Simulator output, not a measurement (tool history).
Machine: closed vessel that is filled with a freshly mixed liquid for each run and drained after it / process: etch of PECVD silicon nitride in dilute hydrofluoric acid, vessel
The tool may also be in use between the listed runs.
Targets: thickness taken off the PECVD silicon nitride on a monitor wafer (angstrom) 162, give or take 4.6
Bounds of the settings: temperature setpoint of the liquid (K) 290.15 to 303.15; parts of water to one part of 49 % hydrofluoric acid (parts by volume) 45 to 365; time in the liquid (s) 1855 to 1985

run    day  temperature setpoint of the liquid (K)  parts of water to one part of 49 % hydrofluoric acid (parts by volume)  time in the liquid (s)  thickness taken off the PECVD silicon nitride on a monitor wafer (angstrom)
  1      0                                  295.15                                                                     205                    1855                                                                       195.97
  2  0.342                                  295.15                                                                     205                    1985                                                                       209.66
  3  0.717                                  294.65                                                                     205                    1985                                                                       203.93
  4  0.938                                  297.65                                                                     205                    1985                                                                       245.84
  5  1.288                                  296.65                                                                     205                    1985                                                                       231.39
  6  1.421                                  296.65                                                                     205                    1855                                                                       215.43
  7  1.725                                  296.15                                                                     205                    1855                                                                       211.89
  8  1.967                                  295.65                                                                     205                    1855                                                                       202.29
  9  2.204                                  295.15                                                                     205                    1855                                                                       196.93
 10  2.483                                  294.65                                                                     205                    1855                                                                        191.3
 11  2.733                                  294.15                                                                     205                    1855                                                                       183.58
 12  2.829                                  293.15                                                                     205                    1855                                                                       171.85
 13      3                                  292.65                                                                     205                    1855                                                                       167.53

4 candidate next runs follow, results not yet known. Just one meets every target within its allowed miss. Identify it.
  A  3.171                                  291.15                                                                     200                    1960                                                                            ?
  B  3.171                                  292.15                                                                     215                    1855                                                                            ?
  C  3.171                                  292.15                                                                     200                    1950                                                                            ?
  D  3.171                                  293.65                                                                     210                    1855                                                                            ?

move  thickness taken off the PECVD silicon nitride on a monitor wafer (angstrom)
   A                                                                       163.62
   B                                                                       154.33
   C                                                                       173.98
   D                                                                        174.2
A: all results in spec
B: carries the result that was furthest off beyond its target, to the other side
C: lands further from the targets than the last run did
D: lands further from the targets than the last run did
A meets every target.

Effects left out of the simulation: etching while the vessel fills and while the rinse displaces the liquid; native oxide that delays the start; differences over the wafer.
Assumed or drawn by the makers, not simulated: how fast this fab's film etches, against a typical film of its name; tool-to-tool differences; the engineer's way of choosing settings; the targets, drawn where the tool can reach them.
